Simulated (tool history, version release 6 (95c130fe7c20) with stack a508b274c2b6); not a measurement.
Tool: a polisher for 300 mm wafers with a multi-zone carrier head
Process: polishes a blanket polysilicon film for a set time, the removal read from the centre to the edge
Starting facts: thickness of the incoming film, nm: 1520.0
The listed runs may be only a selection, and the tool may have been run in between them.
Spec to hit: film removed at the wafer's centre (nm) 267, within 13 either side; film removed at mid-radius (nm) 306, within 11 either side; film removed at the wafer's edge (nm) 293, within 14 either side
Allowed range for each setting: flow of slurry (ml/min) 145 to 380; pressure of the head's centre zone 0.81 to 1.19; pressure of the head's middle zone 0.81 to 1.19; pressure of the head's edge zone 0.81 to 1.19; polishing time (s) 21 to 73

| run | hour | flow of slurry (ml/min) | pressure of the head's centre zone | pressure of the head's middle zone | pressure of the head's edge zone | polishing time (s) | film removed at the wafer's centre (nm) | film removed at mid-radius (nm) | film removed at the wafer's edge (nm) |
|---|---|---|---|---|---|---|---|---|---|
| 1 | 0 | 245 | 1 | 1 | 1 | 47 | 496.49 | 503.48 | 502.99 |
| 2 | 1.6 | 240 | 0.97 | 1 | 0.97 | 41 | 432.29 | 441.92 | 436.99 |
| 3 | 6.7 | 240 | 1.03 | 1 | 0.97 | 41 | 455.97 | 440.85 | 424.81 |
| 4 | 14.4 | 235 | 0.98 | 1.01 | 0.96 | 36 | 364.39 | 387.56 | 379.59 |
| 5 | 21 | 235 | 0.98 | 1.01 | 0.96 | 46 | 475.07 | 490.14 | 488.17 |
| 6 | 29.1 | 235 | 0.96 | 1.02 | 0.96 | 40 | 408.19 | 437.24 | 427.52 |
| 7 | 36 | 235 | 0.95 | 1.02 | 0.95 | 35 | 359.03 | 381.11 | 366.67 |
| 8 | 38.7 | 230 | 0.92 | 1.02 | 0.94 | 33 | 322.88 | 358.97 | 344.7 |

Of the 5 settings listed for the next run, only one would bring every result within its allowed miss of target. Which one?
| A | 41.4 | 220 | 0.91 | 1.05 | 1 | 28 | ? | ? | ? |
| B | 41.4 | 200 | 1.01 | 0.93 | 0.9 | 29 | ? | ? | ? |
| C | 41.4 | 235 | 1.14 | 0.9 | 0.85 | 31 | ? | ? | ? |
| D | 41.4 | 180 | 0.84 | 1.19 | 0.86 | 34 | ? | ? | ? |
| E | 41.4 | 215 | 0.89 | 1.01 | 0.96 | 26 | ? | ? | ? |

| move | film removed at the wafer's centre (nm) | film removed at mid-radius (nm) | film removed at the wafer's edge (nm) |
|---|---|---|---|
| A | 270.69 | 305.58 | 292.19 |
| B | 307.69 | 282.74 | 288.04 |
| C | 378.47 | 298.9 | 304.97 |
| D | 296.19 | 404.42 | 327.65 |
| E | 245.06 | 273.95 | 266.37 |
A: every result lands within tolerance
B: pushes the last run's worst result past its target
C: the furthest-off result lands on target, but another misses its tolerance
D: the biggest miss grows against the last run
E: pushes the last run's worst result past its target
The move that meets every target is A.
